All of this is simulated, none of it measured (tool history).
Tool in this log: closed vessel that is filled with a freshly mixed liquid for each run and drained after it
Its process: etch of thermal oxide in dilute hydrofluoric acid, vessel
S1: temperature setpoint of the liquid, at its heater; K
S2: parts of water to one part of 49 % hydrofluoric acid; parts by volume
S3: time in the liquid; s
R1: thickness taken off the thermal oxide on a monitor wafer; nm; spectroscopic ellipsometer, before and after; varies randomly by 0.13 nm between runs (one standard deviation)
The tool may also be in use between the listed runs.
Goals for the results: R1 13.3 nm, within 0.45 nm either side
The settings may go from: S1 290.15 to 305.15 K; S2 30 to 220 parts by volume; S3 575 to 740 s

Run 1, hour 0: S1 297.15 K, S2 125 parts by volume, S3 740 s. Result: R1 24.85 nm.
Run 2, hour 2.2: S1 300.65 K, S2 125 parts by volume, S3 740 s. Result: R1 28.299 nm.
Run 3, hour 7: S1 300.65 K, S2 125 parts by volume, S3 740 s. Result: R1 28.388 nm.
Run 4, hour 14.7: S1 300.65 K, S2 125 parts by volume, S3 740 s. Result: R1 28.766 nm.
Run 5, hour 18.1: S1 300.65 K, S2 125 parts by volume, S3 740 s. Result: R1 28.28 nm.
Run 6, hour 20.9: S1 300.65 K, S2 125 parts by volume, S3 740 s. Result: R1 28.069 nm.
Run 7, hour 25.4: S1 296.65 K, S2 175 parts by volume, S3 730 s. Result: R1 16.271 nm.
Run 8, hour 31.5: S1 295.65 K, S2 175 parts by volume, S3 730 s. Result: R1 15.591 nm.

Exactly one of the 5 candidate moves below puts every result within its allowed miss. Which one?
Run A, hour 37.6: S1 294.15 K, S2 170 parts by volume, S3 575 s. Result: R1 ?.
Run B, hour 37.6: S1 294.65 K, S2 185 parts by volume, S3 620 s. Result: R1 ?.
Run C, hour 37.6: S1 295.65 K, S2 175 parts by volume, S3 575 s. Result: R1 ?.
Run D, hour 37.6: S1 292.15 K, S2 155 parts by volume, S3 575 s. Result: R1 ?.
Run E, hour 37.6: S1 293.65 K, S2 175 parts by volume, S3 680 s. Result: R1 ?.

move      R1
   A  12.065
   B      12
   C  12.353
   D  12.417
   E  13.524
A: takes the biggest miss from the last run beyond its target
B: takes the biggest miss from the last run beyond its target
C: takes the biggest miss from the last run beyond its target
D: takes the biggest miss from the last run beyond its target
E: every result lands within tolerance
The move that meets every target is E.

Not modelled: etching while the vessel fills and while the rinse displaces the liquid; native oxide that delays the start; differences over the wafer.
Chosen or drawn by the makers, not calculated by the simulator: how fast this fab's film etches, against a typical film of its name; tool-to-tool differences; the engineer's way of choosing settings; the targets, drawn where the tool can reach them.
